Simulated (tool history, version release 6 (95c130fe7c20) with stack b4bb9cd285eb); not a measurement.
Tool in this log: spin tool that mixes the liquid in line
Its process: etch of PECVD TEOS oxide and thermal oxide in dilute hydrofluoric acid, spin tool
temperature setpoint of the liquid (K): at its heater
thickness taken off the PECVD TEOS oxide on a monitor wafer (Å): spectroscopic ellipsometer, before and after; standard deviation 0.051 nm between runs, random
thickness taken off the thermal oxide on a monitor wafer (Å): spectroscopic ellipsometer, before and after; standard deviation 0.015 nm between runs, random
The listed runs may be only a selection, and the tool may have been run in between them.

| run | hour | temperature setpoint of the liquid (K) | parts of water to one part of 49 % hydrofluoric acid (parts by volume) | time under the liquid (s) | thickness taken off the PECVD TEOS oxide on a monitor wafer (Å) | thickness taken off the thermal oxide on a monitor wafer (Å) |
|---|---|---|---|---|---|---|
| 1 | 0 | 296.15 | 235 | 180 | 146.64 | 29.436 |
| 2 | 3.4 | 294.65 | 280 | 180 | 113.05 | 22.724 |
| 3 | 5.8 | 296.15 | 280 | 180 | 118.62 | 24.012 |
| 4 | 10.5 | 294.65 | 315 | 180 | 96.7 | 19.886 |
| 5 | 17.1 | 294.65 | 315 | 120 | 65.011 | 12.974 |
| 6 | 22.6 | 293.15 | 315 | 120 | 60.512 | 12.351 |
| 7 | 25.3 | 292.65 | 315 | 120 | 59.739 | 12.04 |
| 8 | 27.9 | 292.15 | 315 | 120 | 58.502 | 12.141 |

What does the tool deliver on the next run?
| 9 | 34.3 | 292.15 | 320 | 120 | ? | ? |

Run 9 measured thickness taken off the PECVD TEOS oxide on a monitor wafer (Å) 57.621, thickness taken off the thermal oxide on a monitor wafer (Å) 11.914.

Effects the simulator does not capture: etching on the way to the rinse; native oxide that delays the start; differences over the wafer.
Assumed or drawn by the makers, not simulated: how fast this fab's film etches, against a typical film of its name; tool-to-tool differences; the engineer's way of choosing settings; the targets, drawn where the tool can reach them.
